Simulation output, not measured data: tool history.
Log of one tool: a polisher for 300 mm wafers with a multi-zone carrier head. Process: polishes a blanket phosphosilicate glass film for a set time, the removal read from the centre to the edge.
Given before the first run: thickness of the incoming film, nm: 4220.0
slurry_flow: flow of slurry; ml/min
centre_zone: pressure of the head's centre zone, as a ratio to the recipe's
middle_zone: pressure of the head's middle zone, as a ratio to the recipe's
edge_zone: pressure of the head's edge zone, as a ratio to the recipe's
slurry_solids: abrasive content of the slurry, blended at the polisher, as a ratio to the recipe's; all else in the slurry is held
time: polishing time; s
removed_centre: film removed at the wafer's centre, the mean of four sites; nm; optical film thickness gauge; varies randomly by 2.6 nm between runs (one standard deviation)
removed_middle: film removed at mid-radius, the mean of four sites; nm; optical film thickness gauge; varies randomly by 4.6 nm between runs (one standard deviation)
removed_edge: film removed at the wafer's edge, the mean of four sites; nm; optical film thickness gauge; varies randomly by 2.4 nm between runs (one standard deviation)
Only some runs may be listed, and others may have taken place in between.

Run 1, hour 0: slurry_flow 260 ml/min, centre_zone 1, middle_zone 1, edge_zone 1, slurry_solids 1, time 36 s. Result: removed_centre 444.61 nm, removed_middle 432.89 nm, removed_edge 438.51 nm.
Run 2, hour 4.9: slurry_flow 260 ml/min, centre_zone 1.04, middle_zone 1, edge_zone 1, slurry_solids 1, time 36 s. Result: removed_centre 465.15 nm, removed_middle 434.58 nm, removed_edge 437.54 nm.
Run 3, hour 7.9: slurry_flow 260 ml/min, centre_zone 1.04, middle_zone 1, edge_zone 1.07, slurry_solids 1, time 36 s. Result: removed_centre 464.65 nm, removed_middle 431.52 nm, removed_edge 455.2 nm.
Run 4, hour 16.2: slurry_flow 260 ml/min, centre_zone 1.04, middle_zone 1, edge_zone 1.07, slurry_solids 1, time 41 s. Result: removed_centre 533.55 nm, removed_middle 492.94 nm, removed_edge 516.73 nm.
Run 5, hour 17: slurry_flow 320 ml/min, centre_zone 1.04, middle_zone 1, edge_zone 1.07, slurry_solids 1, time 41 s. Result: removed_centre 538.71 nm, removed_middle 495.36 nm, removed_edge 521.93 nm.
Run 6, hour 25.9: slurry_flow 320 ml/min, centre_zone 1.04, middle_zone 1, edge_zone 1.07, slurry_solids 0.85, time 41 s. Result: removed_centre 496.12 nm, removed_middle 459.14 nm, removed_edge 481.45 nm.
Run 7, hour 27.7: slurry_flow 320 ml/min, centre_zone 1.03, middle_zone 1.01, edge_zone 1.04, slurry_solids 0.8, time 41 s. Result: removed_centre 469.67 nm, removed_middle 450.83 nm, removed_edge 456.78 nm.
Run 8, hour 33: slurry_flow 320 ml/min, centre_zone 1.02, middle_zone 1.01, edge_zone 1.01, slurry_solids 0.75, time 41 s. Result: removed_centre 449.25 nm, removed_middle 428.03 nm, removed_edge 436.04 nm.
Run 9, hour 41.4: slurry_flow 320 ml/min, centre_zone 1.01, middle_zone 1.03, edge_zone 0.98, slurry_solids 0.7, time 41 s. Result: removed_centre 424.87 nm, removed_middle 418.83 nm, removed_edge 407.6 nm.
Run 10, hour 46.2: slurry_flow 320 ml/min, centre_zone 1, middle_zone 1.04, edge_zone 0.95, slurry_solids 0.7, time 41 s. Result: removed_centre 423.74 nm, removed_middle 419.16 nm, removed_edge 404.5 nm.
Run 11, hour 52.9: slurry_flow 320 ml/min, centre_zone 1, middle_zone 1.04, edge_zone 0.95, slurry_solids 0.7, time 41 s. Result: removed_centre 423.09 nm, removed_middle 423.62 nm, removed_edge 401.11 nm.
Run 12, hour 58.1: slurry_flow 320 ml/min, centre_zone 1, middle_zone 1.04, edge_zone 0.95, slurry_solids 0.7, time 41 s. Result: removed_centre 427.87 nm, removed_middle 429.74 nm, removed_edge 405.21 nm.
Run 13, hour 65.1: slurry_flow 320 ml/min, centre_zone 0.99, middle_zone 1.04, edge_zone 0.93, slurry_solids 0.7, time 41 s. Result: removed_centre 424.33 nm, removed_middle 422.85 nm, removed_edge 397.18 nm.

What will run 14 give?
Run 14, hour 67.6: slurry_flow 320 ml/min, centre_zone 0.98, middle_zone 1.04, edge_zone 0.91, slurry_solids 0.7, time 41 s. Result: removed_centre ?, removed_middle ?, removed_edge ?.

Run 14 yielded removed_centre 411.74 nm, removed_middle 425.47 nm, removed_edge 389.11 nm.

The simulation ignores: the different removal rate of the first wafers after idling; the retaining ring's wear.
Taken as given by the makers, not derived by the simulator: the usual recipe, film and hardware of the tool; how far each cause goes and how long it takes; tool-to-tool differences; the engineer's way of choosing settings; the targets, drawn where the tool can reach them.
